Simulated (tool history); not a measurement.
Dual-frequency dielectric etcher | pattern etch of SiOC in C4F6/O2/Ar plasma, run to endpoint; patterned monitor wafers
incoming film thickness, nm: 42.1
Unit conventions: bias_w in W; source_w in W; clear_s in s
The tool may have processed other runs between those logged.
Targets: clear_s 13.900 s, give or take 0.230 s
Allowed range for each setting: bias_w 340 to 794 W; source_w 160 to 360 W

run	hour	bias_w	source_w	clear_s
1	0.0	567	260	15.813
2	4.1	567	220	16.858
3	7.1	502	220	17.704
4	15.6	586	220	16.446
5	17.4	550	220	17.065
6	24.9	550	260	16.088
7	29.3	600	260	15.442
8	30.7	600	260	15.565
9	31.3	644	260	14.980
10	38.2	671	260	14.686
11	42.7	691	260	14.413
12	48.3	704	260	14.363
13	49.4	716	260	14.244
14	55.8	725	260	14.179

Which of these 4 next moves meets every target?
A	62.2	670	260	?
B	62.2	667	270	?
C	62.2	794	240	?
D	62.2	716	240	?

move	clear_s
A	14.778
B	14.629
C	14.017
D	14.705
A: lands further from the targets than the last run did
B: lands further from the targets than the last run did
C: each result inside its tolerance
D: lands further from the targets than the last run did
Move C is the one to make.

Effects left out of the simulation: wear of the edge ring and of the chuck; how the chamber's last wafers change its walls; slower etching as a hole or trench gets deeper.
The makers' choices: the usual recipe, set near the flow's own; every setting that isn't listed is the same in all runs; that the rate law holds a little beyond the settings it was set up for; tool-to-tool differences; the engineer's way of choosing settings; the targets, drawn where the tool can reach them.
